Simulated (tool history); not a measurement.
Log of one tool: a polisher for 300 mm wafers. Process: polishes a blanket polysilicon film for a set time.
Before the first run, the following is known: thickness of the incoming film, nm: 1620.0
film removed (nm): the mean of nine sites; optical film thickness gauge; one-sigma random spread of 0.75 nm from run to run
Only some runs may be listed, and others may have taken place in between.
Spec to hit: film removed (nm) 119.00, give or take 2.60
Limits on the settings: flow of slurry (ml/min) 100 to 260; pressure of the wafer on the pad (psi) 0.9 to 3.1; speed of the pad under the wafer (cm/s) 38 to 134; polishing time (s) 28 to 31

run	hour	flow of slurry (ml/min)	pressure of the wafer on the pad (psi)	speed of the pad under the wafer (cm/s)	polishing time (s)	film removed (nm)
1	0.0	165	2.0	86	31	136.43
2	2.6	160	2.0	86	31	132.78
3	9.8	150	2.0	86	31	131.03
4	18.1	145	2.0	86	31	130.33
# hour 26.0: slurry nozzle cleaned
5	26.0	145	2.3	86	31	162.74
6	31.8	115	2.3	86	31	157.25
7	38.0	115	2.2	86	31	149.16
8	42.4	115	2.1	86	31	143.30

Which single option among these 5 for the next run brings every result within its allowed miss of target? Just one does.
A	46.8	100	2.1	82	28	?
B	46.8	130	1.9	78	28	?
C	46.8	150	1.5	98	28	?
D	46.8	100	2.0	90	28	?
E	46.8	100	2.2	74	31	?

move	film removed (nm)
A	119.09
B	109.37
C	111.64
D	124.31
E	124.91
A: meets every target
B: moves the result that the last run missed by most past its target, out the other side
C: moves the result that the last run missed by most past its target, out the other side
D: closes in on the targets versus the last run, not all within tolerance yet
E: closes in on the targets versus the last run, not all within tolerance yet
Go with A: it meets all targets.
